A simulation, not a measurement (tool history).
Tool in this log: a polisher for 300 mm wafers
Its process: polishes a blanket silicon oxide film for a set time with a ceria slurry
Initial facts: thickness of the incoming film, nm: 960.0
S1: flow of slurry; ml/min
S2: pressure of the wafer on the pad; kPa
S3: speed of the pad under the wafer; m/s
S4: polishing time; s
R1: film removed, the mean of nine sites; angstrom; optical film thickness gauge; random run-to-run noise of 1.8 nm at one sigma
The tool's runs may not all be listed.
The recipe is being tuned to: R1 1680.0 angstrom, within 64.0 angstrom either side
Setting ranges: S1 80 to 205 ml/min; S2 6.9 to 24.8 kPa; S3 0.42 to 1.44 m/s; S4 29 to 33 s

| run | day | S1 | S2 | S3 | S4 | R1 |
|---|---|---|---|---|---|---|
| 1 | 0.000 | 135 | 15.9 | 0.92 | 33 | 1086.5 |
| 2 | 0.104 | 115 | 15.9 | 0.92 | 33 | 1030.3 |
| 3 | 0.333 | 125 | 17.2 | 0.92 | 33 | 1128.2 |
| 4 | 0.562 | 150 | 17.2 | 0.92 | 33 | 1188.2 |
| 5 | 0.875 | 155 | 18.6 | 0.92 | 33 | 1246.4 |
| 6 | 1.129 | 155 | 20.0 | 0.92 | 33 | 1364.0 |
| 7 | 1.417 | 155 | 20.7 | 0.92 | 33 | 1420.0 |
| 8 | 1.725 | 155 | 21.4 | 0.92 | 33 | 1458.6 |
| 9 | 1.842 | 155 | 22.1 | 0.92 | 33 | 1512.2 |
| 10 | 1.933 | 155 | 22.8 | 0.92 | 33 | 1536.6 |
| 11 | 2.258 | 155 | 22.8 | 0.92 | 33 | 1557.1 |

Consider the 5 candidate settings below. Which is the only one whose results all fall within their allowed miss of target?
| A | 2.583 | 160 | 23.4 | 0.96 | 30 | ? |
| B | 2.583 | 165 | 24.8 | 0.86 | 31 | ? |
| C | 2.583 | 170 | 24.1 | 0.98 | 33 | ? |
| D | 2.583 | 140 | 22.1 | 1.08 | 32 | ? |
| E | 2.583 | 160 | 17.2 | 1.20 | 32 | ? |

| move | R1 |
|---|---|
| A | 1536.2 |
| B | 1517.0 |
| C | 1791.9 |
| D | 1688.8 |
| E | 1508.5 |
A: lands further from the targets than the last run did
B: lands further from the targets than the last run did
C: moves the result that the last run missed by most past its target, out the other side
D: meets every target
E: lands further from the targets than the last run did
The move that meets every target is D.
